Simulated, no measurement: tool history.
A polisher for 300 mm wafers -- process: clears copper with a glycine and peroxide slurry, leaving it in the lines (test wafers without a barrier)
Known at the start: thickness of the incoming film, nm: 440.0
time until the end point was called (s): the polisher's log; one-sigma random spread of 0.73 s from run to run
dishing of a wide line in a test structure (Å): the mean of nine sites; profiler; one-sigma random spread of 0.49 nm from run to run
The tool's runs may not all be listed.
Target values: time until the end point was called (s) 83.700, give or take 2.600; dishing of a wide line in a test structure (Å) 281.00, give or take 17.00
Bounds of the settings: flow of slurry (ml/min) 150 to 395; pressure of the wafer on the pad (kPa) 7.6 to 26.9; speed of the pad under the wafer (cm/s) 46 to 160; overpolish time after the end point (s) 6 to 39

| run | hour | flow of slurry (ml/min) | pressure of the wafer on the pad (kPa) | speed of the pad under the wafer (cm/s) | overpolish time after the end point (s) | time until the end point was called (s) | dishing of a wide line in a test structure (Å) |
|---|---|---|---|---|---|---|---|
| 1 | 0.0 | 250 | 17.2 | 102 | 20 | 78.428 | 672.29 |
| 2 | 3.9 | 240 | 15.9 | 108 | 17 | 78.480 | 553.58 |
| 3 | 4.8 | 225 | 15.2 | 112 | 14 | 80.685 | 460.47 |
| 4 | 8.4 | 225 | 15.2 | 102 | 14 | 86.435 | 449.94 |
| 5 | 11.3 | 225 | 15.2 | 112 | 14 | 79.955 | 483.49 |
| 6 | 14.7 | 225 | 15.2 | 98 | 14 | 89.040 | 423.84 |
| 7 | 22.8 | 295 | 19.3 | 70 | 6 | 88.216 | 208.80 |
| 8 | 26.6 | 280 | 19.3 | 70 | 7 | 87.705 | 240.76 |
| 9 | 32.9 | 270 | 19.3 | 70 | 7 | 88.526 | 237.88 |
| 10 | 34.4 | 295 | 20.7 | 70 | 11 | 82.842 | 378.22 |
| 11 | 41.7 | 295 | 20.7 | 70 | 10 | 82.394 | 351.07 |
| 12 | 47.0 | 295 | 20.7 | 70 | 9 | 81.313 | 326.76 |

Below are 4 possible settings for the next run. Only one of them brings all results inside the allowed miss of their targets. Which is it?
| A | 52.3 | 310 | 22.8 | 60 | 10 | ? | ? |
| B | 52.3 | 360 | 18.6 | 70 | 10 | ? | ? |
| C | 52.3 | 345 | 26.9 | 46 | 8 | ? | ? |
| D | 52.3 | 315 | 20.7 | 76 | 9 | ? | ? |

| move | time until the end point was called (s) | dishing of a wide line in a test structure (Å) |
|---|---|---|
| A | 82.972 | 340.69 |
| B | 87.398 | 323.12 |
| C | 83.046 | 278.63 |
| D | 77.994 | 326.03 |
A: moves away from the targets compared with the last run
B: an improvement on the last run, though not all results are within tolerance
C: every result within its allowed miss
D: neither nearer nor further off than the last run
Go with C: it meets all targets.

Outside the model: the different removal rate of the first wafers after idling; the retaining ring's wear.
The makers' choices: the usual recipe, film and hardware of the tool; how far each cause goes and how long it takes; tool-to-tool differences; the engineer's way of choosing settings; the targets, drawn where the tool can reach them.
